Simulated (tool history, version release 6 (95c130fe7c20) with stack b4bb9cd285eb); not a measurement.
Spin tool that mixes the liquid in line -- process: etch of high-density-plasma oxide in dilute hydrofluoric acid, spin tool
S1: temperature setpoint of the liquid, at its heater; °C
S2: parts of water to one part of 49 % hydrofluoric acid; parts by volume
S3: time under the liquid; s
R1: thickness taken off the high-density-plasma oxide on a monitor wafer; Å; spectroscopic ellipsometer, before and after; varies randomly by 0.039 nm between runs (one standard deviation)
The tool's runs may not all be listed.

run    day    S1   S2  S3      R1
  1      0    23  245  55  11.206
  2  0.067  26.5  245  55  13.081
  3  0.212    24  245  55  11.911
  4  0.242  25.5  245  55  12.374
  5  0.467    26  220  55  14.334
  6  0.708  26.5  200  55  16.919
  7  1.075    27  185  55  18.699
  8  1.242  27.5  170  55  21.461
  9  1.412    28  160  55  22.835
 10  1.567  28.5  150  55  25.229
 11  1.596    29  140  55  27.881
 12  1.875    29  130  55  31.061
 13  2.046    29  125  55  31.946

Run 14 has not been measured yet. What should we expect?
 14  2.088  29  120  55   ?

R1: 33.632 Å
